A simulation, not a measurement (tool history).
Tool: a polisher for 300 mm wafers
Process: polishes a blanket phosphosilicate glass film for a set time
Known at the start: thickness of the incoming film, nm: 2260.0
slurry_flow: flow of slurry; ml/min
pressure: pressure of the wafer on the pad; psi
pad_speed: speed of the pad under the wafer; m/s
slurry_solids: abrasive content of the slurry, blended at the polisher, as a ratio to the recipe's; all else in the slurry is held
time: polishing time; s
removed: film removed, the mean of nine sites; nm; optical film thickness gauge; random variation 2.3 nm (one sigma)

Run 1, day 0: slurry_flow 295 ml/min, pressure 3.5 psi, pad_speed 0.82 m/s, slurry_solids 1, time 77 s. Result: removed 547.94 nm.
Run 2, day 0.158: slurry_flow 295 ml/min, pressure 3.2 psi, pad_speed 0.8 m/s, slurry_solids 1, time 77 s. Result: removed 496.79 nm.
Run 3, day 0.317: slurry_flow 295 ml/min, pressure 3 psi, pad_speed 0.78 m/s, slurry_solids 1, time 77 s. Result: removed 462.94 nm.
Run 4, day 0.667: slurry_flow 295 ml/min, pressure 3 psi, pad_speed 0.7 m/s, slurry_solids 1, time 77 s. Result: removed 426.19 nm.
Run 5, day 1.038: slurry_flow 295 ml/min, pressure 3 psi, pad_speed 0.7 m/s, slurry_solids 1, time 81 s. Result: removed 446.47 nm.
Run 6, day 1.258: slurry_flow 295 ml/min, pressure 2.8 psi, pad_speed 0.68 m/s, slurry_solids 1, time 81 s. Result: removed 412.27 nm.
Run 7, day 1.467: slurry_flow 295 ml/min, pressure 2.6 psi, pad_speed 0.68 m/s, slurry_solids 1, time 81 s. Result: removed 386.49 nm.
Run 8, day 1.75: slurry_flow 295 ml/min, pressure 2.5 psi, pad_speed 0.68 m/s, slurry_solids 1, time 81 s. Result: removed 379.5 nm.
Run 9, day 2.096: slurry_flow 295 ml/min, pressure 2.4 psi, pad_speed 0.68 m/s, slurry_solids 1, time 81 s. Result: removed 360.31 nm.

The next listed run, before its measurement:
Run 10, day 2.333: slurry_flow 295 ml/min, pressure 2.3 psi, pad_speed 0.68 m/s, slurry_solids 1, time 81 s. Result: removed ?.

{"run 10": {"removed": 348.58}}

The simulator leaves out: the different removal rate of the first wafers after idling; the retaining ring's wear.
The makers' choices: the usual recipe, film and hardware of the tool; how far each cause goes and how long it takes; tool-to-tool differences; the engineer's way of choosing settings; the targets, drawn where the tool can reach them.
